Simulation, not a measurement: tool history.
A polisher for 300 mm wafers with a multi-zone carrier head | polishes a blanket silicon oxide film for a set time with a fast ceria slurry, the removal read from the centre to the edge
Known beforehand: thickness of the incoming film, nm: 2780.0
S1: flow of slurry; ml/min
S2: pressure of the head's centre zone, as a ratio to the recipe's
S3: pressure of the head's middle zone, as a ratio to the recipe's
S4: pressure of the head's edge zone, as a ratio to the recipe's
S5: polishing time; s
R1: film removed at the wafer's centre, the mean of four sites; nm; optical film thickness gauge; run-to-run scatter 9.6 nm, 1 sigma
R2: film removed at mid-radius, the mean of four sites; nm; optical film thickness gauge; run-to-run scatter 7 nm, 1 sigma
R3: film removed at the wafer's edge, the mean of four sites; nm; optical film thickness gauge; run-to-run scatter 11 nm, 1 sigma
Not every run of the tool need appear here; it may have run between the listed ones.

run	hour	S1	S2	S3	S4	S5	R1	R2	R3
1	0.0	180	1.00	1.00	1.00	64	753.16	738.52	725.45
2	0.6	180	1.00	0.93	1.00	64	756.27	691.18	737.86
3	6.7	190	1.00	0.96	1.03	66	771.36	741.96	764.20
4	14.6	190	1.00	1.02	1.03	66	768.84	762.36	766.04
5	22.4	160	1.00	1.02	1.03	66	750.66	745.91	771.64
6	30.7	160	1.00	1.02	0.99	66	747.03	744.96	763.04
7	32.8	160	1.01	1.05	1.00	68	785.34	787.26	781.62

Estimate the outcome of run 8 from the log above:
8	41.2	165	1.02	1.07	1.02	70	?	?	?

For run 8 the tool returned R1 824.40 nm, R2 815.66 nm, R3 815.89 nm.
